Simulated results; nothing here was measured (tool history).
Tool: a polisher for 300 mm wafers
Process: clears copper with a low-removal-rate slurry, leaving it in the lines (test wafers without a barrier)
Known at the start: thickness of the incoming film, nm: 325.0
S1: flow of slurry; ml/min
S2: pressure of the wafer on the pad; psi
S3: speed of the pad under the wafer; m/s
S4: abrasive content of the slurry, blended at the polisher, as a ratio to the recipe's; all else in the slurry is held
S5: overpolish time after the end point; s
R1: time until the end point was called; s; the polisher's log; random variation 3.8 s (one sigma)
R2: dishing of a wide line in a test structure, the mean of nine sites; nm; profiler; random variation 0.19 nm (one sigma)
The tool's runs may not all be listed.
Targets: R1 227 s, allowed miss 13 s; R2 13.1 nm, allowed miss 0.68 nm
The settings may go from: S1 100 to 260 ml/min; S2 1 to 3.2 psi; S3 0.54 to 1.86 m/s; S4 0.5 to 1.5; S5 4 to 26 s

run  hour   S1   S2    S3  S4  S5      R1      R2
  1     0  165  2.1  1.18   1  13  132.07   22.83
  2   6.4  165  2.1  1.18   1   9  131.46  15.827
  3   8.7  165  1.9  1.18   1  10     145  16.368
  4  13.3  165  1.7  1.18   1  10  159.14  14.701
  5  17.9  165  1.7   1.3   1  10  141.17  15.765
  6  20.4  165  1.7   1.3   1  16  142.75   23.45
  7  24.6  165  1.6  1.28   1  16   152.6  22.525
  8  25.9  165  1.5  1.26   1  16  166.32  21.487
  9  31.1  165  1.4  1.24   1  15  178.17  19.184
 10  32.2  165  1.3  1.24   1  14  191.21  16.948
 11  34.1  165  1.2  1.24   1  14  204.13  16.235

4 next moves are on the table. One of them brings every result within its allowed miss. Which?
  A    36  145    1  1.26   1.1  12   ?   ?
  B    36  210    2  0.62  1.35  10   ?   ?
  C    36  140    1  1.38   0.9  13   ?   ?
  D    36  180  1.1  1.42  0.95  10   ?   ?

move      R1      R2
   A  230.08  11.545
   B   196.3  11.435
   C  224.14  12.758
   D  194.25  11.426
A: takes the result that was furthest off past its target
B: takes the result that was furthest off past its target
C: meets every target
D: takes the result that was furthest off past its target
Answer: C
